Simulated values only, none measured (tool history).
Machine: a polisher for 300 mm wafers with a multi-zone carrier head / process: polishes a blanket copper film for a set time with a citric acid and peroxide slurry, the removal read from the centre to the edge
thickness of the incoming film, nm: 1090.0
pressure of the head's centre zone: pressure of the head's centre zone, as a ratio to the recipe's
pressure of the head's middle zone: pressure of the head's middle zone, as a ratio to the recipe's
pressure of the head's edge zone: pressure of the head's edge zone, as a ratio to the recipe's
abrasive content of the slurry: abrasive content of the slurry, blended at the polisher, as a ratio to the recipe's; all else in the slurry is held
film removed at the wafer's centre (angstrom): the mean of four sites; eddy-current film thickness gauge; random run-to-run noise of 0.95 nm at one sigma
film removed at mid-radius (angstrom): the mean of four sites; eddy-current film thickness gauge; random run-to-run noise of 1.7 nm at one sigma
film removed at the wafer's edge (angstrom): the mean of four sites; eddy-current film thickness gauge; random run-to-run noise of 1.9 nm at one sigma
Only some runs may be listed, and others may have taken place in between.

run	day	flow of slurry (ml/min)	pressure of the head's centre zone	pressure of the head's middle zone	pressure of the head's edge zone	abrasive content of the slurry	polishing time (s)	film removed at the wafer's centre (angstrom)	film removed at mid-radius (angstrom)	film removed at the wafer's edge (angstrom)
1	0.000	125	1.00	1.00	1.00	1.00	41	1024.5	1048.0	1034.0
2	0.267	125	1.00	1.00	1.00	1.15	41	1078.3	1079.2	1075.5
3	0.546	125	1.00	1.00	1.07	1.15	41	1086.9	1075.5	1109.3
4	0.912	125	1.00	1.00	1.07	1.05	41	1041.7	1050.4	1072.2
5	1.121	125	1.00	1.00	1.07	1.05	45	1162.1	1126.3	1153.3
6	1.317	125	1.00	1.00	1.07	1.25	45	1227.9	1203.7	1246.1
7	1.342	135	1.00	1.00	1.08	1.25	45	1254.5	1250.7	1244.7
8	1.692	135	1.00	0.99	1.10	1.30	45	1251.5	1231.8	1289.1
9	1.779	140	1.01	0.98	1.11	1.30	45	1283.9	1212.5	1296.5
10	1.842	145	1.01	0.98	1.12	1.30	45	1288.9	1249.6	1304.7
11	2.071	150	1.02	0.97	1.13	1.30	45	1331.8	1238.1	1310.8

Expected results for the next run?
12	2.208	155	1.02	0.97	1.14	1.35	45	?	?	?

film removed at the wafer's centre (angstrom): 1355.1
film removed at mid-radius (angstrom): 1276.2
film removed at the wafer's edge (angstrom): 1353.1
